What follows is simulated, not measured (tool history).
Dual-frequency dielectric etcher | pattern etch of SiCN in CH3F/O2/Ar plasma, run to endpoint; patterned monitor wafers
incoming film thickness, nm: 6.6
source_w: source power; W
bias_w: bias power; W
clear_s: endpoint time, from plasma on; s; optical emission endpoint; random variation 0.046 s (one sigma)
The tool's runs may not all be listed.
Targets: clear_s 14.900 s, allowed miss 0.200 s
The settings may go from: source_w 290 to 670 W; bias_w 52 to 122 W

| run | hour | source_w | bias_w | clear_s |
|---|---|---|---|---|
| 1 | 0.0 | 480 | 87 | 17.674 |
| 2 | 3.9 | 560 | 87 | 16.536 |
| 3 | 4.9 | 590 | 87 | 16.220 |
| 4 | 5.8 | 590 | 95 | 15.665 |
| 5 | 9.4 | 540 | 95 | 16.342 |
| 6 | 18.3 | 480 | 95 | 17.049 |
| 7 | 24.7 | 480 | 95 | 17.224 |
| 8 | 29.2 | 530 | 96 | 16.361 |
| 9 | 33.5 | 560 | 97 | 15.839 |
| 10 | 40.8 | 580 | 97 | 15.591 |
| 11 | 42.1 | 590 | 97 | 15.553 |
|  | 47.6 | source power generator calibrated |
| 12 | 47.6 | 600 | 97 | 15.242 |

4 next moves are on the table. One of them brings every result within its allowed miss. Which?
| A | 53.1 | 640 | 81 | ? |
| B | 53.1 | 580 | 94 | ? |
| C | 53.1 | 540 | 98 | ? |
| D | 53.1 | 610 | 100 | ? |

| move | clear_s |
|---|---|
| A | 15.849 |
| B | 15.638 |
| C | 15.874 |
| D | 14.946 |
A: further off than the last run
B: further off than the last run
C: further off than the last run
D: meets every target
Move D is the one to make.

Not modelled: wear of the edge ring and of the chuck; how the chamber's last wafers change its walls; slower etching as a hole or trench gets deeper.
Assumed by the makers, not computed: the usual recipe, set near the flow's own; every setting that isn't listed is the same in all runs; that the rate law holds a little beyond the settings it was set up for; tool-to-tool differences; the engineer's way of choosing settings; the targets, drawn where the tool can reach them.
